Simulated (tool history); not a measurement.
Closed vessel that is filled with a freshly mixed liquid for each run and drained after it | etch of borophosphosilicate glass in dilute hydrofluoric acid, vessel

run	hour	temperature setpoint of the liquid (°C)	parts of water to one part of 49 % hydrofluoric acid (parts by volume)	time in the liquid (s)	thickness taken off the borophosphosilicate glass on a monitor wafer (Å)
1	0	21	100	95	337.28
2	5.2	21	100	95	339.49
3	7.1	23.5	100	95	376.97
4	10.5	23.5	100	105	413.42
5	11.3	25.5	100	105	446.97
6	18.4	26	95	105	484.95
7	22.4	26.5	95	105	494.74
8	27.8	27	95	105	505.05
9	28.3	28	85	105	589.51
10	32.4	28.5	85	105	601.58
11	35.2	29	85	105	615.62

Run 12 comes next. What will it give?
12	41.1	29	80	105	?

{"run 12": {"thickness taken off the borophosphosilicate glass on a monitor wafer (Å)": 658.71}}
